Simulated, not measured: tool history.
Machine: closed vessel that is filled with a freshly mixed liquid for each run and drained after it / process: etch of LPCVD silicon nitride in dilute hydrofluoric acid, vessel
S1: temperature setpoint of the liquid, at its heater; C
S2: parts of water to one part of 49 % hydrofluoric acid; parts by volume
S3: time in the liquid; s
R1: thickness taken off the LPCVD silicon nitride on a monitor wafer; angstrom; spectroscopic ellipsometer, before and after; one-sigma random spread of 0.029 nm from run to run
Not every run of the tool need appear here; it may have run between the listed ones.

run    day    S1   S2    S3      R1
  1  0.000  21.0  250  2575  36.016
  2  0.158  18.5  250  2575  30.680
  3  0.400  21.5  250  2575  37.470
  4  0.742  21.0  250  2575  36.040
  5  0.942  20.5  250  2575  35.534
  6  1.233  20.0  250  2575  33.794

Run 7 is up next; what results do you expect?
  7  1.550  19.5  250  2575   ?

R1: 33.604 angstrom
